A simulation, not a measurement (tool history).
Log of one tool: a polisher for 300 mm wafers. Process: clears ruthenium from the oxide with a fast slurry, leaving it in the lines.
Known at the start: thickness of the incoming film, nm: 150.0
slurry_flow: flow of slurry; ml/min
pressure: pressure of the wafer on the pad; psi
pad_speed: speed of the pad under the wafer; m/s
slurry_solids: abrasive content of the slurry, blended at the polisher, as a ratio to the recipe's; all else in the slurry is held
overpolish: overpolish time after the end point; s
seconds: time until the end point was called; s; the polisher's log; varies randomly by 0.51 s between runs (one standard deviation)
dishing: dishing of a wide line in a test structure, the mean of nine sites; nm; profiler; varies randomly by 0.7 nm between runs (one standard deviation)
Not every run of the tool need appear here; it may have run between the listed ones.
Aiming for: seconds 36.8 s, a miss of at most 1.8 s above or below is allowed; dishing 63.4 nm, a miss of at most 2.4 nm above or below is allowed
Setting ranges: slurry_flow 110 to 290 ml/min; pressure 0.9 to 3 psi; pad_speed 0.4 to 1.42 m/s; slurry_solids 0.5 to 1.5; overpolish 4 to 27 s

Run 1, hour 0: slurry_flow 185 ml/min, pressure 1.9 psi, pad_speed 0.9 m/s, slurry_solids 1, overpolish 14 s. Result: seconds 63.422 s, dishing 27.626 nm.
Run 2, hour 4.3: slurry_flow 155 ml/min, pressure 1.9 psi, pad_speed 0.9 m/s, slurry_solids 1, overpolish 14 s. Result: seconds 66.679 s, dishing 27.024 nm.
Run 3, hour 11.6: slurry_flow 155 ml/min, pressure 1.9 psi, pad_speed 0.9 m/s, slurry_solids 1, overpolish 16 s. Result: seconds 67.026 s, dishing 29.859 nm.
Run 4, hour 16.7: slurry_flow 155 ml/min, pressure 1.7 psi, pad_speed 0.9 m/s, slurry_solids 1, overpolish 16 s. Result: seconds 74.004 s, dishing 27.199 nm.
Run 5, hour 18.1: slurry_flow 155 ml/min, pressure 1.7 psi, pad_speed 0.9 m/s, slurry_solids 1, overpolish 21 s. Result: seconds 73.968 s, dishing 34.924 nm.
Run 6, hour 18.8: slurry_flow 155 ml/min, pressure 1.7 psi, pad_speed 0.78 m/s, slurry_solids 1, overpolish 21 s. Result: seconds 84.686 s, dishing 30.446 nm.
At hour 24.8: head pressure recalibrated.
Run 7, hour 24.8: slurry_flow 175 ml/min, pressure 2 psi, pad_speed 0.8 m/s, slurry_solids 1, overpolish 21 s. Result: seconds 63.579 s, dishing 40.575 nm.
Run 8, hour 31.1: slurry_flow 200 ml/min, pressure 2.1 psi, pad_speed 0.8 m/s, slurry_solids 1, overpolish 21 s. Result: seconds 59.54 s, dishing 42.96 nm.
Run 9, hour 35.6: slurry_flow 215 ml/min, pressure 2.3 psi, pad_speed 0.8 m/s, slurry_solids 1, overpolish 21 s. Result: seconds 53.775 s, dishing 47.033 nm.

Below are 5 possible settings for the next run. Only one of them brings all results inside the allowed miss of their targets. Which is it?
Run A, hour 40.1: slurry_flow 215 ml/min, pressure 1.9 psi, pad_speed 0.8 m/s, slurry_solids 0.95, overpolish 16 s. Result: seconds ?, dishing ?.
Run B, hour 40.1: slurry_flow 190 ml/min, pressure 2.8 psi, pad_speed 0.94 m/s, slurry_solids 1.1, overpolish 20 s. Result: seconds ?, dishing ?.
Run C, hour 40.1: slurry_flow 220 ml/min, pressure 2.7 psi, pad_speed 0.88 m/s, slurry_solids 1, overpolish 21 s. Result: seconds ?, dishing ?.
Run D, hour 40.1: slurry_flow 200 ml/min, pressure 2.8 psi, pad_speed 0.82 m/s, slurry_solids 1.1, overpolish 23 s. Result: seconds ?, dishing ?.
Run E, hour 40.1: slurry_flow 195 ml/min, pressure 2.6 psi, pad_speed 0.94 m/s, slurry_solids 1.05, overpolish 22 s. Result: seconds ?, dishing ?.

move  seconds  dishing
   A   64.348   29.973
   B   36.096   62.157
   C   40.657   58.452
   D   40.912   62.947
   E   39.402   62.574
A: its largest miss is bigger than the last run's
B: all results land within tolerance of their targets
C: nearer the targets than the last run, but a result is still out of spec
D: nearer the targets than the last run, but a result is still out of spec
E: nearer the targets than the last run, but a result is still out of spec
So the answer is move B, the one that meets all the targets.

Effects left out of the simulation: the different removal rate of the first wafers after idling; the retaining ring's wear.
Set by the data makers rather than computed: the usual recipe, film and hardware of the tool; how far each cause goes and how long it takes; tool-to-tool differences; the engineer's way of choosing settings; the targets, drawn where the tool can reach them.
